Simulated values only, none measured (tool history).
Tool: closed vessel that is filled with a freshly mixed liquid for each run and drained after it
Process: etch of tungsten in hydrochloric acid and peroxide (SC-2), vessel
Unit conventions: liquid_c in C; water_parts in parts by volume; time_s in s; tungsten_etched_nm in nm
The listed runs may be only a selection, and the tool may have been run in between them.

Run 1, hour 0: liquid_c 58 C, water_parts 7.5 parts by volume, time_s 40 s. Result: tungsten_etched_nm 17.192 nm.
Run 2, hour 2: liquid_c 58 C, water_parts 7.5 parts by volume, time_s 40 s. Result: tungsten_etched_nm 17.331 nm.
Run 3, hour 4: liquid_c 54 C, water_parts 7.5 parts by volume, time_s 40 s. Result: tungsten_etched_nm 13.198 nm.
Run 4, hour 9.7: liquid_c 54.5 C, water_parts 7.5 parts by volume, time_s 40 s. Result: tungsten_etched_nm 13.658 nm.
Run 5, hour 11.5: liquid_c 55 C, water_parts 7.5 parts by volume, time_s 40 s. Result: tungsten_etched_nm 14.06 nm.
Run 6, hour 15.8: liquid_c 55.5 C, water_parts 7.5 parts by volume, time_s 40 s. Result: tungsten_etched_nm 14.647 nm.
Run 7, hour 16.9: liquid_c 56 C, water_parts 7.5 parts by volume, time_s 40 s. Result: tungsten_etched_nm 15.061 nm.

The next listed run, before its measurement:
Run 8, hour 24.9: liquid_c 56.5 C, water_parts 7.5 parts by volume, time_s 40 s. Result: tungsten_etched_nm ?.

{"run 8": {"tungsten_etched_nm": 15.599}}

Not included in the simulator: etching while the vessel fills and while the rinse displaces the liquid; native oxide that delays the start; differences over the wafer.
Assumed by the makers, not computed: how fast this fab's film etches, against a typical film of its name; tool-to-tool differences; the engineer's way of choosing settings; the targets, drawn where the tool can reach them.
